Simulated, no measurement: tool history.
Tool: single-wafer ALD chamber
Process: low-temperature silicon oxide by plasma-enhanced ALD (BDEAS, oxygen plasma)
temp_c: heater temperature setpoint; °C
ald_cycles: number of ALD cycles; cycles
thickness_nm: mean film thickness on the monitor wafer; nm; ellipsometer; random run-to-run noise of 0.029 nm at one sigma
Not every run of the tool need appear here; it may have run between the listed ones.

run 1 hour=0.0 | temp_c=100 ald_cycles=56 | thickness_nm=8.2647
run 2 hour=7.7 | temp_c=100 ald_cycles=60 | thickness_nm=8.8565
run 3 hour=11.5 | temp_c=91 ald_cycles=60 | thickness_nm=9.1731
run 4 hour=15.2 | temp_c=89 ald_cycles=60 | thickness_nm=9.1841
run 5 hour=16.0 | temp_c=96 ald_cycles=60 | thickness_nm=8.9543
run 6 hour=23.6 | temp_c=95 ald_cycles=60 | thickness_nm=8.9977
run 7 hour=29.0 | temp_c=94 ald_cycles=60 | thickness_nm=9.0437
run 8 hour=31.6 | temp_c=93 ald_cycles=60 | thickness_nm=9.0491
run 9 hour=34.5 | temp_c=92 ald_cycles=60 | thickness_nm=9.0823
run 10 hour=40.9 | temp_c=91 ald_cycles=60 | thickness_nm=9.1298
run 11 hour=47.4 | temp_c=90 ald_cycles=60 | thickness_nm=9.0799

What will run 12 give?
run 12 hour=51.3 | temp_c=89 ald_cycles=60 | thickness_nm=?

{"run 12": {"thickness_nm": 9.1596}}
